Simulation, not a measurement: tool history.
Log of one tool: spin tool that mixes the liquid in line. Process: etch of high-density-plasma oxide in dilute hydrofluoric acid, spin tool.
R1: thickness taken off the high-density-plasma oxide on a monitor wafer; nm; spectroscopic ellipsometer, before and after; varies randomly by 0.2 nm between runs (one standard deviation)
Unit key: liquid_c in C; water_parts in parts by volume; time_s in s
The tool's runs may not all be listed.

Run 1, hour 0.0: liquid_c 24.0 C, water_parts 110 parts by volume, time_s 260 s. Result: R1 13.539 nm.
Run 2, hour 8.1: liquid_c 25.5 C, water_parts 110 parts by volume, time_s 260 s. Result: R1 14.598 nm.
Run 3, hour 14.8: liquid_c 23.0 C, water_parts 110 parts by volume, time_s 260 s. Result: R1 13.195 nm.
Run 4, hour 16.4: liquid_c 25.0 C, water_parts 105 parts by volume, time_s 260 s. Result: R1 14.888 nm.
Run 5, hour 19.1: liquid_c 23.0 C, water_parts 105 parts by volume, time_s 260 s. Result: R1 13.874 nm.
Run 6, hour 26.3: liquid_c 25.0 C, water_parts 100 parts by volume, time_s 260 s. Result: R1 15.977 nm.

Run 7 comes next. What will it give?
Run 7, hour 29.2: liquid_c 26.5 C, water_parts 95 parts by volume, time_s 260 s. Result: R1 ?.

Run 7 measured R1 17.895 nm.
